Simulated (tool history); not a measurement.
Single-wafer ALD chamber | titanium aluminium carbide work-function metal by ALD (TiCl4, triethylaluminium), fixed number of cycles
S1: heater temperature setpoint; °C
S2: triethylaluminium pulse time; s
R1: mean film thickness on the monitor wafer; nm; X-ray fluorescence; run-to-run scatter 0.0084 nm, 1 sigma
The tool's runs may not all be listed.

run	day	S1	S2	R1
1	0	290	9.36	1.9542
2	0.179	295	9.36	1.9958
3	0.55	295	10.81	2.0193
4	0.783	295	12.6	2.0323
5	0.904	290	11.79	1.9817
6	1.088	283	11.79	1.9289
7	1.158	280	11.04	1.8935
8	1.4	278	10.47	1.8753

For run 9, what comes out?
9	1.533	276	9.85	?

{"run 9": {"R1": 1.8415}}
